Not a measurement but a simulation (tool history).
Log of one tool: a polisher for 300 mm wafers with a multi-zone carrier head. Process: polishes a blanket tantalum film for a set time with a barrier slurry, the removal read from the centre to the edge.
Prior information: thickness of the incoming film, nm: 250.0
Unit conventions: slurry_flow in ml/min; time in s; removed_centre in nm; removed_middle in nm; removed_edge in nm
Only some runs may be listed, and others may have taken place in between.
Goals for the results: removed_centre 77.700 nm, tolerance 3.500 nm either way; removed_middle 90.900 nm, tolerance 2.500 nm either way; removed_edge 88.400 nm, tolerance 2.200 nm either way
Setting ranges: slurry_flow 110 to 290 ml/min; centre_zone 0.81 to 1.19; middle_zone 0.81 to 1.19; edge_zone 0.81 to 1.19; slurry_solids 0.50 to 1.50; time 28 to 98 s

run,hour,slurry_flow,centre_zone,middle_zone,edge_zone,slurry_solids,time,removed_centre,removed_middle,removed_edge
1,0.0,185,1.00,1.00,1.00,1.00,63,58.524,58.793,56.247
2,0.8,195,0.98,1.02,1.05,1.15,67,62.842,65.402,63.137
3,6.2,200,0.96,1.04,1.08,1.25,71,66.145,72.486,70.236
4,12.7,200,0.96,1.08,1.08,1.25,71,67.475,74.132,70.055
5,20.2,210,0.95,1.09,1.11,1.30,73,67.791,78.301,73.770
6,26.8,215,0.95,1.09,1.13,1.35,75,70.695,81.774,78.076
7,31.5,220,0.95,1.09,1.15,1.40,76,74.171,84.574,80.201
8,32.8,235,0.88,1.06,1.19,1.50,80,72.640,87.661,88.264
9,35.6,240,0.89,1.06,1.18,1.50,80,74.516,88.639,89.103

Next run, 4 choices. One meets every target within its allowed miss, the rest don't. Which?
A,38.4,220,0.92,1.08,1.16,1.40,83,?,?,?
B,38.4,250,0.93,1.03,1.19,1.50,79,?,?,?
C,38.4,255,0.89,1.02,1.19,1.50,81,?,?,?
D,38.4,285,0.83,1.07,1.18,1.50,79,?,?,?

move,removed_centre,removed_middle,removed_edge
A,78.014,90.137,89.240
B,77.507,84.950,88.448
C,76.270,86.608,90.864
D,70.399,89.109,89.014
A: hits every target within its allowed miss
B: meets the target for the result that was furthest off, but another lies outside its allowed miss
C: meets the target for the result that was furthest off, but another lies outside its allowed miss
D: the biggest miss grows against the last run
Go with A: it meets all targets.

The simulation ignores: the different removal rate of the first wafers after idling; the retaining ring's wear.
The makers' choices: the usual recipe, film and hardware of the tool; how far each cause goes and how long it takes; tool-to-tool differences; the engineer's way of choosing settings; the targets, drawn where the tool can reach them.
